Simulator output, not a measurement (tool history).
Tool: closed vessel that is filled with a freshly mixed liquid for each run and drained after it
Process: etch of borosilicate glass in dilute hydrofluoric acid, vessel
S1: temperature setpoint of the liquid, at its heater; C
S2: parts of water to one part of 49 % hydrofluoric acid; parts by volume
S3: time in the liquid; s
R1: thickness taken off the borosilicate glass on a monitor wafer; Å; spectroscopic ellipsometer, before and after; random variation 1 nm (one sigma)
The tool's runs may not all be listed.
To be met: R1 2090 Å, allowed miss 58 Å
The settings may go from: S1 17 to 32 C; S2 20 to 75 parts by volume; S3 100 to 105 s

run	hour	S1	S2	S3	R1
1	0	24	45	100	934.02
2	6.7	24	45	100	935
3	9.4	24	55	100	758.48
4	15.1	26	45	100	1016.2
5	19.6	23.5	45	100	917.73
6	24.6	23.5	45	105	967.08
7	28.8	25.5	40	105	1190
8	30.5	27	35	105	1450.7
9	32	28	35	105	1510.5
10	33.5	32	25	105	2508.9
11	35.9	31.5	25	105	2473.8

Which of these 4 next moves meets every target?
A	38.3	31.5	30	100	?
B	38.3	32	30	105	?
C	38.3	32	30	100	?
D	38.3	31	30	100	?

move	R1
A	1962.2
B	2101.5
C	2001.4
D	1923.7
A: takes the result that was furthest off past its target
B: meets every target
C: takes the result that was furthest off past its target
D: takes the result that was furthest off past its target
Answer: B
